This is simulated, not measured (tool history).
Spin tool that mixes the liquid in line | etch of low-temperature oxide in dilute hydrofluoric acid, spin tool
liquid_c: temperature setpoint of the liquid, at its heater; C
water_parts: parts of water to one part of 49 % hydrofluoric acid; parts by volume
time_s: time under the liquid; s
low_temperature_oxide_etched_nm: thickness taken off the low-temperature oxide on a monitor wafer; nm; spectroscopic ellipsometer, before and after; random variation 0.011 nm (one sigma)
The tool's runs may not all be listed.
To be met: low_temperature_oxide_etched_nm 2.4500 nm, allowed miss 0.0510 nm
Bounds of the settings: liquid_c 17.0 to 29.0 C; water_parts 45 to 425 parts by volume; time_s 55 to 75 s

run  hour  liquid_c  water_parts  time_s  low_temperature_oxide_etched_nm
  1   0.0      21.0          235      75                           4.2677
  2   7.3      21.0          155      75                           7.0082
  3   8.2      21.0          155      75                           6.9953
  4   8.8      20.0          190      75                           5.3497
  5   9.4      20.0          240      75                           4.0361
  6  13.6      21.5          240      75                           4.2404
  7  15.4      20.5          255      75                           3.8374
  8  23.7      17.0          335      75                           2.3615

Which of these 5 next moves meets every target?
  A  32.0      17.0          310      70                                ?
  B  32.0      19.0          355      75                                ?
  C  32.0      17.0          280      65                                ?
  D  32.0      18.5          350      75                                ?
  E  32.0      19.5          320      70                                ?

move  low_temperature_oxide_etched_nm
   A                           2.4218
   B                           2.3493
   C                           2.5532
   D                           2.3500
   E                           2.5519
A: meets every target
B: further off than the last run
C: takes the result that was furthest off past its target
D: further off than the last run
E: takes the result that was furthest off past its target
Move A is the one to make.

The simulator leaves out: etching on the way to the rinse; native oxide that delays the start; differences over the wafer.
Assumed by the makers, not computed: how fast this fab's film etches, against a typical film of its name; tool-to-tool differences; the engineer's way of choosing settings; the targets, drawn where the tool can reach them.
